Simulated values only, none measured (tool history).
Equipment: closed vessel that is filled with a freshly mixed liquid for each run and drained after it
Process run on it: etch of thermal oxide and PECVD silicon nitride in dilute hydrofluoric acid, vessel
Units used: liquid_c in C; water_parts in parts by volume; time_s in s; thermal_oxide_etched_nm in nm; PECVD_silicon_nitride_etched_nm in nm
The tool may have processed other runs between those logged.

run  hour  liquid_c  water_parts  time_s  thermal_oxide_etched_nm  PECVD_silicon_nitride_etched_nm
  1     0        24          180     390                   10.031                           6.7624
  2   1.7        24          180     305                   7.8462                           5.2841
  3   6.9        22          180     305                   7.3228                           4.6165
  4   7.5        22          130     305                   10.625                           6.3882
  5  14.9        22          195     305                   6.6408                           4.2284
  6  18.9        22          135     305                   10.199                           6.0992
  7  25.9        22          145     310                   9.6342                           5.7792
  8    32        22          155     315                   8.8506                           5.5299
  9  33.4      19.5          220     365                   6.1421                           3.8236

Run 10, settings as shown, results not yet in. Your forecast:
 10  36.8        21          235     375                        ?                                ?

{"run 10": {"thermal_oxide_etched_nm": 6.2746, "PECVD_silicon_nitride_etched_nm": 4.1247}}

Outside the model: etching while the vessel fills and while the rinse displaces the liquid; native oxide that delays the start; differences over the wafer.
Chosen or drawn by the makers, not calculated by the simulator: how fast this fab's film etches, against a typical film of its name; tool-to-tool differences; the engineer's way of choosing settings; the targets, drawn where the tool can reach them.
